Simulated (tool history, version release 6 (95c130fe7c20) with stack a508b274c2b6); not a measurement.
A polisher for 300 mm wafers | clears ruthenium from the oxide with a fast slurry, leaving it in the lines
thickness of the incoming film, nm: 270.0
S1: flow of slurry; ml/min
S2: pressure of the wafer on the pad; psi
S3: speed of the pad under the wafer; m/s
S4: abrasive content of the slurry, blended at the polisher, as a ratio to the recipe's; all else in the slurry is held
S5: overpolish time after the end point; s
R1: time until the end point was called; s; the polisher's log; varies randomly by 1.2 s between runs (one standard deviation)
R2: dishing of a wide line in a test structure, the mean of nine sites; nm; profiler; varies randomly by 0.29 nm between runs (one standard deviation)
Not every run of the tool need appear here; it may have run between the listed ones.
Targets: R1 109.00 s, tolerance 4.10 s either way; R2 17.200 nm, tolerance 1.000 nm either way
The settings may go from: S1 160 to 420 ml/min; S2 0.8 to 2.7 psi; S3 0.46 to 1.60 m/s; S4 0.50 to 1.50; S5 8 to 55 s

run,hour,S1,S2,S3,S4,S5,R1,R2
1,0.0,270,1.7,1.02,1.00,28,107.62,53.103
2,1.1,270,1.7,1.02,1.10,28,102.75,54.035
3,1.7,335,1.7,1.02,1.10,28,103.09,55.842
4,5.3,335,1.7,1.02,0.90,28,113.61,50.285
5,11.3,300,1.7,1.02,0.80,24,120.31,40.479
6,15.2,300,1.7,1.02,0.80,16,119.24,29.325
7,18.6,300,1.7,1.02,0.80,16,124.29,30.666
8,24.8,275,1.8,1.02,0.75,14,121.78,26.285
9,26.5,275,1.8,1.02,0.75,14,121.82,26.176
10,32.7,280,1.8,1.02,0.75,8,118.89,15.773

Below are 4 possible settings for the next run. Only one of them brings all results inside the allowed miss of their targets. Which is it?
A,38.9,305,1.7,0.94,0.70,9,?,?
B,38.9,265,2.0,0.96,0.65,9,?,?
C,38.9,260,1.5,1.16,0.65,9,?,?
D,38.9,160,1.7,1.26,0.80,8,?,?

move,R1,R2
A,143.06,15.700
B,127.09,17.560
C,140.12,16.012
D,109.22,18.127
A: lands further from the targets than the last run did
B: lands further from the targets than the last run did
C: lands further from the targets than the last run did
D: meets every target
So the answer is move D, the one that meets all the targets.
